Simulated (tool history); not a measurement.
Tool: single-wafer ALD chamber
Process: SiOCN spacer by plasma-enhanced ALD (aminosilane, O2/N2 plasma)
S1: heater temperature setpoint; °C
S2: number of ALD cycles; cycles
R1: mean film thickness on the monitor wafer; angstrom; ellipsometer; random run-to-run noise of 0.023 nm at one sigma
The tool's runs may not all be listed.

{"run": 1, "hour": 0.0, "S1": 380, "S2": 71, "R1": 40.755}
{"run": 2, "hour": 2.2, "S1": 380, "S2": 62, "R1": 35.168}
{"run": 3, "hour": 6.0, "S1": 380, "S2": 65, "R1": 37.26}
{"run": 4, "hour": 12.6, "S1": 380, "S2": 67, "R1": 38.138}
{"run": 5, "hour": 16.9, "S1": 380, "S2": 60, "R1": 34.351}
{"run": 6, "hour": 22.1, "S1": 372, "S2": 60, "R1": 34.338}

For run 7, what comes out?
{"run": 7, "hour": 26.7, "S1": 372, "S2": 71, "R1": "?"}

{"run 7": {"R1": 40.429}}
